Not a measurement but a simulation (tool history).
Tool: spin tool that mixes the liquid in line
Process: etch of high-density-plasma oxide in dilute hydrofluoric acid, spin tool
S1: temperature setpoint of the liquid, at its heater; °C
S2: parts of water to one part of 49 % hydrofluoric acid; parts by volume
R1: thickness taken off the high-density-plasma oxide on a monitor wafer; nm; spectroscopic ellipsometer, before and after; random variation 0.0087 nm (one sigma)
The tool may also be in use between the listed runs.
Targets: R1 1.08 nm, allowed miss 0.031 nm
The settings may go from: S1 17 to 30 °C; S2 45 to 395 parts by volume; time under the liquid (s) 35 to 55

run 1 hour=0 | S1=22 S2=220 time_under_the_liquid_(s)=55 | R1=1.3258
run 2 hour=8.1 | S1=19.5 S2=220 time_under_the_liquid_(s)=55 | R1=1.2077
run 3 hour=9.4 | S1=19 S2=220 time_under_the_liquid_(s)=55 | R1=1.189
run 4 hour=15.2 | S1=19 S2=290 time_under_the_liquid_(s)=55 | R1=0.85345
run 5 hour=18.7 | S1=20 S2=290 time_under_the_liquid_(s)=55 | R1=0.88122
run 6 hour=25.6 | S1=20.5 S2=290 time_under_the_liquid_(s)=55 | R1=0.89995
run 7 hour=30.2 | S1=21 S2=290 time_under_the_liquid_(s)=55 | R1=0.90287
run 8 hour=35.8 | S1=21 S2=290 time_under_the_liquid_(s)=55 | R1=0.91651
run 9 hour=42 | S1=21.5 S2=290 time_under_the_liquid_(s)=55 | R1=0.93624
run 10 hour=48.2 | S1=22 S2=290 time_under_the_liquid_(s)=55 | R1=0.94788

4 next moves are on the table. One of them brings every result within its allowed miss. Which?
run A hour=54.4 | S1=26 S2=240 time_under_the_liquid_(s)=35 | R1=?
run B hour=54.4 | S1=22.5 S2=265 time_under_the_liquid_(s)=55 | R1=?
run C hour=54.4 | S1=22.5 S2=280 time_under_the_liquid_(s)=55 | R1=?
run D hour=54.4 | S1=20.5 S2=240 time_under_the_liquid_(s)=55 | R1=?

move=A R1=0.88259
move=B R1=1.0808
move=C R1=1.0081
move=D R1=1.1356
A: further off than the last run
B: meets every target
C: nearer than the last run, and not there yet
D: takes the result that was furthest off past its target
Answer: B
